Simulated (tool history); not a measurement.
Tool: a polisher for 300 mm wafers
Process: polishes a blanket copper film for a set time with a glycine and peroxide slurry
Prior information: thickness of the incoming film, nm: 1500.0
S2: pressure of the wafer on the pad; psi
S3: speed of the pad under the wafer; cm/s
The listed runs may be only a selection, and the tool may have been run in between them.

Run 1, hour 0: flow of slurry (ml/min) 300, S2 3.3 psi, S3 88 cm/s, polishing time (s) 28. Result: film removed (nm) 141.51.
Run 2, hour 1.5: flow of slurry (ml/min) 300, S2 3.3 psi, S3 88 cm/s, polishing time (s) 25. Result: film removed (nm) 127.81.
Run 3, hour 5.4: flow of slurry (ml/min) 300, S2 3.3 psi, S3 102 cm/s, polishing time (s) 25. Result: film removed (nm) 142.56.
Run 4, hour 12.1: flow of slurry (ml/min) 300, S2 3.3 psi, S3 90 cm/s, polishing time (s) 25. Result: film removed (nm) 130.76.
Run 5, hour 18.8: flow of slurry (ml/min) 300, S2 3.3 psi, S3 70 cm/s, polishing time (s) 25. Result: film removed (nm) 105.52.
Run 6, hour 22.2: flow of slurry (ml/min) 305, S2 3.9 psi, S3 72 cm/s, polishing time (s) 25. Result: film removed (nm) 122.43.
Run 7, hour 23.3: flow of slurry (ml/min) 305, S2 4.3 psi, S3 76 cm/s, polishing time (s) 25. Result: film removed (nm) 140.89.
Run 8, hour 25.4: flow of slurry (ml/min) 330, S2 5.2 psi, S3 78 cm/s, polishing time (s) 25. Result: film removed (nm) 169.26.

Estimate the outcome of run 9 from the log above:
Run 9, hour 30: flow of slurry (ml/min) 330, S2 5.2 psi, S3 80 cm/s, polishing time (s) 25. Result: film removed (nm) ?.

{"run 9": {"film removed (nm)": 171.17}}

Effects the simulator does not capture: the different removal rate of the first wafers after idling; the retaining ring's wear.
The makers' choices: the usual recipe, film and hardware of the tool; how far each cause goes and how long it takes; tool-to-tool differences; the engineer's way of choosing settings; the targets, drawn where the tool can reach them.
